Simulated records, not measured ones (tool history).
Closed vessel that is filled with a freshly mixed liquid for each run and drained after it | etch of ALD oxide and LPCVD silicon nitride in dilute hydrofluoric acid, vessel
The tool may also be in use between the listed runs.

| run | hour | temperature setpoint of the liquid (K) | parts of water to one part of 49 % hydrofluoric acid (parts by volume) | time in the liquid (s) | thickness taken off the ALD oxide on a monitor wafer (Å) | thickness taken off the LPCVD silicon nitride on a monitor wafer (Å) |
|---|---|---|---|---|---|---|
| 1 | 0 | 296.15 | 85 | 160 | 331.77 | 9.4544 |
| 2 | 5.8 | 293.65 | 85 | 160 | 299.42 | 8.2625 |
| 3 | 14.8 | 293.65 | 90 | 160 | 281.9 | 7.3467 |
| 4 | 18.1 | 290.65 | 90 | 160 | 249.17 | 6.4128 |
| 5 | 20.4 | 290.15 | 90 | 160 | 243.16 | 5.9599 |
| 6 | 27.2 | 291.65 | 95 | 160 | 244.82 | 6.1017 |
| 7 | 32.7 | 293.15 | 95 | 155 | 251.33 | 6.3216 |

Run 8 comes next. What will it give?
| 8 | 34.8 | 293.65 | 95 | 150 | ? | ? |

Run 8 gave thickness taken off the ALD oxide on a monitor wafer (Å) 248.87, thickness taken off the LPCVD silicon nitride on a monitor wafer (Å) 6.3116.
